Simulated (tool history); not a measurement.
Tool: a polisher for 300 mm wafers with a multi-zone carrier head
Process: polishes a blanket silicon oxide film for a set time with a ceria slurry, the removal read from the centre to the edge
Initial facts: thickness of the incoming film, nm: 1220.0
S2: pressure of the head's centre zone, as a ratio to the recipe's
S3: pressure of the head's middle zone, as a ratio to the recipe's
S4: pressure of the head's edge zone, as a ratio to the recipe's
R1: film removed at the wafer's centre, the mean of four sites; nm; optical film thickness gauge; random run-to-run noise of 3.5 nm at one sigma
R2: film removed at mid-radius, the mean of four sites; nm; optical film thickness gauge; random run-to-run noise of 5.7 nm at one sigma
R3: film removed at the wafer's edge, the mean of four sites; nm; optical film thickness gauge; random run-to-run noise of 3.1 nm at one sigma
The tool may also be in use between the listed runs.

Run 1, hour 0: flow of slurry (ml/min) 290, S2 1, S3 1, S4 1, polishing time (s) 66. Result: R1 388.04 nm, R2 377.18 nm, R3 401.65 nm.
Run 2, hour 4.1: flow of slurry (ml/min) 290, S2 1, S3 1, S4 1, polishing time (s) 59. Result: R1 353.7 nm, R2 337 nm, R3 353.23 nm.
Run 3, hour 7.8: flow of slurry (ml/min) 290, S2 1, S3 0.92, S4 1, polishing time (s) 59. Result: R1 352.67 nm, R2 317.79 nm, R3 357.89 nm.
Run 4, hour 10.3: flow of slurry (ml/min) 340, S2 1, S3 0.92, S4 1, polishing time (s) 59. Result: R1 360.31 nm, R2 329.56 nm, R3 361.75 nm.
Run 5, hour 15.4: flow of slurry (ml/min) 340, S2 0.95, S3 0.92, S4 1, polishing time (s) 59. Result: R1 337.18 nm, R2 323.82 nm, R3 361.46 nm.
Run 6, hour 20.7: flow of slurry (ml/min) 395, S2 0.95, S3 0.92, S4 1, polishing time (s) 59. Result: R1 340.82 nm, R2 325.78 nm, R3 368.15 nm.

Estimate the outcome of run 7 from the log above:
Run 7, hour 29.3: flow of slurry (ml/min) 395, S2 0.95, S3 0.97, S4 1.01, polishing time (s) 62. Result: R1 ?, R2 ?, R3 ?.

{"run 7": {"R1": 363.36, "R2": 358.52, "R3": 387.23}}

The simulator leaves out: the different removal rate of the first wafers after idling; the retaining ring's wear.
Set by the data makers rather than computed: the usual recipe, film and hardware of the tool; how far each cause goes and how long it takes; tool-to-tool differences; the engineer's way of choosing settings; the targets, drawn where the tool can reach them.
